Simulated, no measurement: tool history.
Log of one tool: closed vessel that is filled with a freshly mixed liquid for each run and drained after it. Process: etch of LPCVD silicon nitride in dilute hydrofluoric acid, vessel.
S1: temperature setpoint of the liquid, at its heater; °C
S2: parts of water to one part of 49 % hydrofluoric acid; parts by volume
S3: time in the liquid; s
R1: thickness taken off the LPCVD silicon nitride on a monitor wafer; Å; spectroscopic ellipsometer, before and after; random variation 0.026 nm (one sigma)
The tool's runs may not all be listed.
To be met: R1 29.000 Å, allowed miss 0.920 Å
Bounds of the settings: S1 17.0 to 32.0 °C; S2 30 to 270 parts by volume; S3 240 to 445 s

run 1 hour=0.0 | S1=24.0 S2=150 S3=445 | R1=16.638
run 2 hour=2.1 | S1=26.0 S2=150 S3=445 | R1=18.947
run 3 hour=11.0 | S1=27.5 S2=150 S3=445 | R1=20.536
run 4 hour=15.1 | S1=27.5 S2=150 S3=240 | R1=11.234
run 5 hour=18.8 | S1=26.0 S2=120 S3=240 | R1=12.494
run 6 hour=21.2 | S1=26.0 S2=145 S3=240 | R1=10.425
run 7 hour=29.5 | S1=30.0 S2=85 S3=265 | R1=25.061
run 8 hour=38.6 | S1=30.5 S2=85 S3=265 | R1=26.229
run 9 hour=40.8 | S1=31.0 S2=85 S3=265 | R1=26.929
run 10 hour=44.1 | S1=31.5 S2=85 S3=265 | R1=27.598
run 11 hour=47.8 | S1=32.0 S2=80 S3=265 | R1=30.762

Which of these 4 next moves meets every target?
run A hour=51.5 | S1=32.0 S2=140 S3=445 | R1=?
run B hour=51.5 | S1=32.0 S2=130 S3=445 | R1=?
run C hour=51.5 | S1=29.5 S2=125 S3=430 | R1=?
run D hour=51.5 | S1=30.5 S2=110 S3=360 | R1=?

move=A R1=29.237
move=B R1=31.533
move=C R1=27.189
move=D R1=27.559
A: meets every target
B: further off than the last run
C: takes the result that was furthest off past its target
D: takes the result that was furthest off past its target
Answer: A
